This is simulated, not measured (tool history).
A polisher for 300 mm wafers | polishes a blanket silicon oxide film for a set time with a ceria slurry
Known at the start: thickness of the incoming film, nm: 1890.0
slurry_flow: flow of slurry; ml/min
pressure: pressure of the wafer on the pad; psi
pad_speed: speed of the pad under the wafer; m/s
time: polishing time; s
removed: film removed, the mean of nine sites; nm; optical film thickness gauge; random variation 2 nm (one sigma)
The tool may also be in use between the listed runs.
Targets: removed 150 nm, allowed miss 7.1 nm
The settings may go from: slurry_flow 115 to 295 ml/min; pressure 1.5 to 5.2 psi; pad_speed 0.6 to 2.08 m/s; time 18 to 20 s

{"run": 1, "hour": 0.0, "slurry_flow": 190, "pressure": 3.3, "pad_speed": 1.34, "time": 20, "removed": 97.98}
{"run": 2, "hour": 4.7, "slurry_flow": 190, "pressure": 3.6, "pad_speed": 1.34, "time": 20, "removed": 102.87}
{"run": 3, "hour": 10.0, "slurry_flow": 190, "pressure": 4, "pad_speed": 1.36, "time": 20, "removed": 119.45}
{"run": 4, "hour": 10.5, "slurry_flow": 190, "pressure": 3.7, "pad_speed": 1.36, "time": 20, "removed": 113.04}
{"run": 5, "hour": 12.3, "slurry_flow": 190, "pressure": 3.7, "pad_speed": 1.36, "time": 18, "removed": 99.833}
{"run": 6, "hour": 13.7, "slurry_flow": 190, "pressure": 4, "pad_speed": 1.38, "time": 18, "removed": 108.82}
{"run": 7, "hour": 15.5, "slurry_flow": 190, "pressure": 4.3, "pad_speed": 1.4, "time": 18, "removed": 119.63}
{"run": 8, "hour": 19.0, "slurry_flow": 190, "pressure": 4.5, "pad_speed": 1.4, "time": 18, "removed": 125.77}
{"run": 9, "hour": 22.6, "slurry_flow": 190, "pressure": 4.7, "pad_speed": 1.4, "time": 18, "removed": 130.49}
{"run": 10, "hour": 26.0, "slurry_flow": 190, "pressure": 4.8, "pad_speed": 1.4, "time": 18, "removed": 133.49}
{"run": 11, "hour": 33.3, "slurry_flow": 190, "pressure": 4.9, "pad_speed": 1.4, "time": 18, "removed": 133.15}
{"run": 12, "hour": 37.5, "slurry_flow": 190, "pressure": 5, "pad_speed": 1.42, "time": 18, "removed": 140.2}
{"run": 13, "hour": 44.9, "slurry_flow": 190, "pressure": 5.1, "pad_speed": 1.42, "time": 18, "removed": 141.4}

Which of these 4 next moves meets every target?
{"run": "A", "hour": 52.3, "slurry_flow": 265, "pressure": 4.6, "pad_speed": 1.42, "time": 18, "removed": "?"}
{"run": "B", "hour": 52.3, "slurry_flow": 205, "pressure": 3.9, "pad_speed": 1.72, "time": 20, "removed": "?"}
{"run": "C", "hour": 52.3, "slurry_flow": 125, "pressure": 5, "pad_speed": 1.4, "time": 18, "removed": "?"}
{"run": "D", "hour": 52.3, "slurry_flow": 195, "pressure": 4.7, "pad_speed": 1.52, "time": 18, "removed": "?"}

move=A removed=133.97
move=B removed=148.14
move=C removed=127.63
move=D removed=140.84
A: further off than the last run
B: meets every target
C: further off than the last run
D: further off than the last run
Move B is the one to make.
